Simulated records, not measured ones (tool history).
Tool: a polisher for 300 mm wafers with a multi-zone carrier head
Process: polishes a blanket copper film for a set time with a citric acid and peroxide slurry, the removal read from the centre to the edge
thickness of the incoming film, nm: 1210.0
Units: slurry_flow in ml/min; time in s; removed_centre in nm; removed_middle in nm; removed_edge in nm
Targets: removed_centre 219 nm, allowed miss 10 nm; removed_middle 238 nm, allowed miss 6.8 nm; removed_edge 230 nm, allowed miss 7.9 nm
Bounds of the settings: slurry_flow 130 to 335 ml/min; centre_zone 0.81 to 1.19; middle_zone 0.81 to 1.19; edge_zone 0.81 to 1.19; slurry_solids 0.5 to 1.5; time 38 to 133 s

run 1 hour=0 | slurry_flow=215 centre_zone=1 middle_zone=1 edge_zone=1 slurry_solids=1 time=85 | removed_centre=168.28 removed_middle=178.67 removed_edge=180.83
run 2 hour=1.3 | slurry_flow=215 centre_zone=1 middle_zone=0.95 edge_zone=1 slurry_solids=1 time=85 | removed_centre=170.68 removed_middle=171.74 removed_edge=179.58
run 3 hour=2.5 | slurry_flow=215 centre_zone=1 middle_zone=0.95 edge_zone=1 slurry_solids=1 time=105 | removed_centre=211.07 removed_middle=212.32 removed_edge=223.67
run 4 hour=6.7 | slurry_flow=225 centre_zone=1 middle_zone=0.97 edge_zone=1 slurry_solids=1 time=105 | removed_centre=213.46 removed_middle=214.54 removed_edge=222.47
run 5 hour=8.5 | slurry_flow=225 centre_zone=1 middle_zone=0.97 edge_zone=1 slurry_solids=0.85 time=105 | removed_centre=206.76 removed_middle=208.57 removed_edge=216.98
run 6 hour=16.2 | slurry_flow=230 centre_zone=1 middle_zone=0.99 edge_zone=1.01 slurry_solids=0.85 time=105 | removed_centre=207.5 removed_middle=212.47 removed_edge=215.02
run 7 hour=22.1 | slurry_flow=230 centre_zone=1 middle_zone=1 edge_zone=1.02 slurry_solids=0.9 time=105 | removed_centre=208.1 removed_middle=216.86 removed_edge=220.39
run 8 hour=25.3 | slurry_flow=230 centre_zone=1 middle_zone=1 edge_zone=1.02 slurry_solids=0.9 time=105 | removed_centre=213.43 removed_middle=215.36 removed_edge=219.89
-- hour=27 slurry nozzle cleaned
run 9 hour=27 | slurry_flow=230 centre_zone=0.99 middle_zone=1.02 edge_zone=1.02 slurry_solids=0.95 time=105 | removed_centre=231.61 removed_middle=245.27 removed_edge=241.03
run 10 hour=36 | slurry_flow=225 centre_zone=0.99 middle_zone=1.02 edge_zone=1.01 slurry_solids=0.95 time=105 | removed_centre=230.6 removed_middle=240.01 removed_edge=240.7
run 11 hour=39.1 | slurry_flow=240 centre_zone=0.98 middle_zone=1.02 edge_zone=1 slurry_solids=0.95 time=105 | removed_centre=234.54 removed_middle=244.4 removed_edge=238.8
run 12 hour=43.8 | slurry_flow=235 centre_zone=0.98 middle_zone=1.02 edge_zone=0.99 slurry_solids=0.95 time=105 | removed_centre=234.89 removed_middle=244.95 removed_edge=233.75
run 13 hour=44.4 | slurry_flow=235 centre_zone=0.98 middle_zone=1.02 edge_zone=0.99 slurry_solids=0.95 time=105 | removed_centre=235.5 removed_middle=246.26 removed_edge=235.58
run 14 hour=50 | slurry_flow=230 centre_zone=0.98 middle_zone=1.02 edge_zone=0.99 slurry_solids=0.95 time=105 | removed_centre=230.85 removed_middle=249.09 removed_edge=230.5
run 15 hour=55.6 | slurry_flow=225 centre_zone=0.98 middle_zone=1.02 edge_zone=0.99 slurry_solids=0.95 time=105 | removed_centre=234.33 removed_middle=244.17 removed_edge=236.03

5 next moves are on the table. One of them brings every result within its allowed miss. Which?
run A hour=61.2 | slurry_flow=240 centre_zone=0.99 middle_zone=1.06 edge_zone=1.06 slurry_solids=1 time=97 | removed_centre=? removed_middle=? removed_edge=?
run B hour=61.2 | slurry_flow=270 centre_zone=0.92 middle_zone=1.06 edge_zone=1.01 slurry_solids=1 time=106 | removed_centre=? removed_middle=? removed_edge=?
run C hour=61.2 | slurry_flow=240 centre_zone=1.05 middle_zone=1 edge_zone=0.9 slurry_solids=0.95 time=107 | removed_centre=? removed_middle=? removed_edge=?
run D hour=61.2 | slurry_flow=185 centre_zone=1.09 middle_zone=0.89 edge_zone=0.99 slurry_solids=1.1 time=109 | removed_centre=? removed_middle=? removed_edge=?
run E hour=61.2 | slurry_flow=130 centre_zone=1.14 middle_zone=1.03 edge_zone=0.85 slurry_solids=1.05 time=114 | removed_centre=? removed_middle=? removed_edge=?

move=A removed_centre=221.46 removed_middle=241.23 removed_edge=223.16
move=B removed_centre=228.39 removed_middle=267.56 removed_edge=241.2
move=C removed_centre=255.86 removed_middle=250.87 removed_edge=226.32
move=D removed_centre=268.17 removed_middle=232.43 removed_edge=242.11
move=E removed_centre=265.71 removed_middle=249.06 removed_edge=221.3
A: meets every target
B: brings the result that was furthest off to its target, and leaves another outside
C: further off than the last run
D: further off than the last run
E: further off than the last run
The right move is A.
